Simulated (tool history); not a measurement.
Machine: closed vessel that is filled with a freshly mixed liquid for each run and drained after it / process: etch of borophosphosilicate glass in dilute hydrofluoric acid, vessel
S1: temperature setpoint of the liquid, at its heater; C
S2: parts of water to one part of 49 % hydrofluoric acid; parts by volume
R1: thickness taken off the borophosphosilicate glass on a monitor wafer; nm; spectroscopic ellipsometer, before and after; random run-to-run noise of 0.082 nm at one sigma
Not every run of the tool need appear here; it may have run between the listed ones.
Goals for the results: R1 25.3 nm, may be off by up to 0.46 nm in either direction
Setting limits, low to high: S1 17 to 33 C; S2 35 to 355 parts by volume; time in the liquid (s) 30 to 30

run 1 hour=0 | S1=25 S2=195 time_in_the_liquid_(s)=30 | R1=10.13
run 2 hour=4.1 | S1=27.5 S2=160 time_in_the_liquid_(s)=30 | R1=14.114
run 3 hour=8.7 | S1=27.5 S2=195 time_in_the_liquid_(s)=30 | R1=11.101
run 4 hour=16.1 | S1=27.5 S2=195 time_in_the_liquid_(s)=30 | R1=11.064
run 5 hour=23.8 | S1=29.5 S2=165 time_in_the_liquid_(s)=30 | R1=14.574
run 6 hour=26.5 | S1=29.5 S2=165 time_in_the_liquid_(s)=30 | R1=14.595
run 7 hour=32.8 | S1=30.5 S2=145 time_in_the_liquid_(s)=30 | R1=17.675
run 8 hour=35.5 | S1=31.5 S2=130 time_in_the_liquid_(s)=30 | R1=20.865
run 9 hour=43.1 | S1=31.5 S2=130 time_in_the_liquid_(s)=30 | R1=20.754
run 10 hour=49.8 | S1=32 S2=125 time_in_the_liquid_(s)=30 | R1=22.283
run 11 hour=52.5 | S1=32.5 S2=120 time_in_the_liquid_(s)=30 | R1=23.722

Below are 4 possible settings for the next run. Only one of them brings all results inside the allowed miss of their targets. Which is it?
run A hour=55.2 | S1=31.5 S2=125 time_in_the_liquid_(s)=30 | R1=?
run B hour=55.2 | S1=33 S2=115 time_in_the_liquid_(s)=30 | R1=?
run C hour=55.2 | S1=33 S2=125 time_in_the_liquid_(s)=30 | R1=?
run D hour=55.2 | S1=32.5 S2=125 time_in_the_liquid_(s)=30 | R1=?

move=A R1=21.913
move=B R1=25.507
move=C R1=23.125
move=D R1=22.716
A: misses by more than the last run did
B: in spec on every target
C: misses by more than the last run did
D: misses by more than the last run did
B meets every target.
